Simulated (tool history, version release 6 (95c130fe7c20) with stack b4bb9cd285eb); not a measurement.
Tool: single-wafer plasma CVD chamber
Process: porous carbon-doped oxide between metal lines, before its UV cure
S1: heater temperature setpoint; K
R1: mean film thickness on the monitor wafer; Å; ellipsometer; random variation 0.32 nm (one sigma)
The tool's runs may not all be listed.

run 1 day=0 | S1=578.15 RF_power_(kW)=0.51 deposition_time_(s)=13.5 | R1=715.57
run 2 day=0.096 | S1=583.15 RF_power_(kW)=0.485 deposition_time_(s)=13.4 | R1=669.76
run 3 day=0.238 | S1=587.15 RF_power_(kW)=0.485 deposition_time_(s)=13.4 | R1=662.87
run 4 day=0.5 | S1=587.15 RF_power_(kW)=0.485 deposition_time_(s)=13.5 | R1=669.58
run 5 day=0.65 | S1=595.15 RF_power_(kW)=0.485 deposition_time_(s)=13.5 | R1=637.2
run 6 day=0.738 | S1=602.15 RF_power_(kW)=0.485 deposition_time_(s)=13.5 | R1=617.2
run 7 day=1.012 | S1=602.15 RF_power_(kW)=0.465 deposition_time_(s)=13.5 | R1=603.47

The next listed run, before its measurement:
run 8 day=1.062 | S1=602.15 RF_power_(kW)=0.45 deposition_time_(s)=13.5 | R1=?

{"run 8": {"R1": 593.8}}
